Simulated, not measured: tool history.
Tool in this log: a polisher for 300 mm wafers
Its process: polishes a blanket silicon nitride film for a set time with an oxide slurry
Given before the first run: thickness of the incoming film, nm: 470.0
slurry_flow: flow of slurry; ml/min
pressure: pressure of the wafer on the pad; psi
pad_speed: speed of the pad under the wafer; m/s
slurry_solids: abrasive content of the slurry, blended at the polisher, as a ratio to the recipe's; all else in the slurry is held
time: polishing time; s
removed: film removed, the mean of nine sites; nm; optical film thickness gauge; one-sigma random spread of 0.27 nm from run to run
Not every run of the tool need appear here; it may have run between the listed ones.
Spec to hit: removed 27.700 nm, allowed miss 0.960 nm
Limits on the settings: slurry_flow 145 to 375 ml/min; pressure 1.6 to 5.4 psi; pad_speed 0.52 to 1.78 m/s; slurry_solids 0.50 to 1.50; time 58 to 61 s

run  hour  slurry_flow  pressure  pad_speed  slurry_solids  time  removed
  1   0.0          240       3.5       1.14           1.00    58   40.540
  2   2.8          240       3.5       1.14           1.00    58   40.597
  3   3.8          240       3.5       1.14           1.00    58   40.340
  4   4.6          240       3.5       1.14           0.85    58   37.287
  5   9.3          240       3.2       1.14           0.85    58   34.655
  6  14.1          240       2.9       1.14           0.85    58   32.552
  7  15.3          240       2.7       1.14           0.85    58   30.485
  8  23.4          240       2.6       1.14           0.85    58   30.066
  9  25.5          240       2.5       1.14           0.85    58   29.084

Consider the 4 candidate settings below. Which is the only one whose results all fall within their allowed miss of target?
  A  27.6          235       2.8       1.04           0.80    61        ?
  B  27.6          235       3.0       1.02           0.80    61        ?
  C  27.6          170       3.0       1.14           0.80    58        ?
  D  27.6          260       2.5       1.00           0.95    58        ?

move  removed
   A   28.997
   B   30.011
   C   29.735
   D   27.563
A: closer than the last run, but not yet in spec
B: moves away from the targets compared with the last run
C: moves away from the targets compared with the last run
D: all results land within tolerance of their targets
Go with D: it meets all targets.
